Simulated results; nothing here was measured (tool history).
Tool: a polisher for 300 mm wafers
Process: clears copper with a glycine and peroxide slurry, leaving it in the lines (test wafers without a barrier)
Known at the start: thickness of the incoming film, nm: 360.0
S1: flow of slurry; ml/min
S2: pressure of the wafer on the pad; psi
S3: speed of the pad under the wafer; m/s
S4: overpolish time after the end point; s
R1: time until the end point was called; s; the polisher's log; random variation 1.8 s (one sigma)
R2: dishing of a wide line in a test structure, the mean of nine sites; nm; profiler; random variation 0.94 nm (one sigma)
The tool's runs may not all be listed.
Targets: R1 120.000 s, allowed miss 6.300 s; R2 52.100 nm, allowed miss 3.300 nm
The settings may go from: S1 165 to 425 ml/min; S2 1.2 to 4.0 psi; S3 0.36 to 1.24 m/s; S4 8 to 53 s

run,hour,S1,S2,S3,S4,R1,R2
1,0.0,275,2.6,0.80,27,82.306,80.044
2,2.7,275,3.1,0.80,27,72.419,87.675
3,9.2,275,3.1,0.96,27,62.046,95.574
4,11.9,270,2.6,0.90,25,75.933,80.322
5,16.3,270,2.6,0.76,25,85.000,72.087
6,25.1,270,3.2,0.76,25,72.274,80.911
7,28.2,270,3.2,0.76,25,72.487,80.789
8,31.7,270,2.7,0.74,24,82.816,70.157
9,35.4,270,2.7,0.74,24,85.953,71.812
10,38.6,270,2.4,0.72,23,94.141,63.588
11,40.2,270,2.2,0.70,23,104.050,56.736
12,46.6,270,2.1,0.70,23,108.630,54.388
13,47.5,270,2.0,0.70,23,112.010,54.865
14,54.2,270,2.0,0.70,23,107.350,55.060

Which of these 5 next moves meets every target?
A,60.9,265,1.2,0.82,28,?,?
B,60.9,215,2.0,0.66,27,?,?
C,60.9,250,2.0,0.52,23,?,?
D,60.9,210,1.9,0.68,24,?,?
E,60.9,285,2.0,0.70,22,?,?

move,R1,R2
A,138.230,52.443
B,117.290,60.116
C,135.810,46.774
D,119.140,53.634
E,110.130,53.296
A: takes the result that was furthest off past its target
B: brings the result that was furthest off to its target, and leaves another outside
C: takes the result that was furthest off past its target
D: meets every target
E: nearer than the last run, and not there yet
The right move is D.
